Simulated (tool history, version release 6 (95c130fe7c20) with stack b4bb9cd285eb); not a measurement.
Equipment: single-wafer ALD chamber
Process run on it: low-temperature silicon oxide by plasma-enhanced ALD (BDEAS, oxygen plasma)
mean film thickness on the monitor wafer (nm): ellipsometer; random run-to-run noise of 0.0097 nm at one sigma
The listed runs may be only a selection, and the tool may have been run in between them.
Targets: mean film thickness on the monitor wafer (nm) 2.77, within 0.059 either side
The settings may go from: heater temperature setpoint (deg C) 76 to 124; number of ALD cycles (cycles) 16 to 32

run	hour	heater temperature setpoint (deg C)	number of ALD cycles (cycles)	mean film thickness on the monitor wafer (nm)
1	0	100	24	3.8186
2	3.4	111	24	3.7286
3	11.1	112	23	3.5722
4	13.9	112	22	3.4063
5	18.9	105	22	3.4673
6	26.7	101	22	3.4968
7	32.9	102	21	3.3257
8	34.1	104	19	2.9743

Which one of the following 5 next-run settings gets every result inside its allowed miss? There is exactly one.
A	35.3	107	17	?
B	35.3	95	17	?
C	35.3	124	17	?
D	35.3	106	17	?
E	35.3	94	16	?

move	mean film thickness on the monitor wafer (nm)
A	2.6591
B	2.7535
C	2.5647
D	2.6647
E	2.602
A: takes the result that was furthest off past its target
B: every result within its allowed miss
C: takes the result that was furthest off past its target
D: takes the result that was furthest off past its target
E: takes the result that was furthest off past its target
B is the move that brings every result within its allowed miss.
